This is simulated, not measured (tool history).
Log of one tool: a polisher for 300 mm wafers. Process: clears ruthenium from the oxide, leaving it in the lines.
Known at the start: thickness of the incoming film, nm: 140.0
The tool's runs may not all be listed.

run,hour,flow of slurry (ml/min),pressure of the wafer on the pad (psi),speed of the pad under the wafer (m/s),overpolish time after the end point (s),time until the end point was called (s)
1,0.0,190,2.2,0.88,9,136.94
2,4.2,190,2.2,0.68,9,157.13
3,6.5,190,2.6,0.68,9,131.24
4,12.3,190,2.6,0.86,9,113.75
5,19.8,190,2.3,0.84,9,132.51
6,24.0,190,2.0,0.82,9,152.67
7,31.7,190,1.8,0.80,9,167.69

Forecast run 8:
8,33.4,190,1.8,0.80,9,?

Run 8 gave time until the end point was called (s) 174.46.
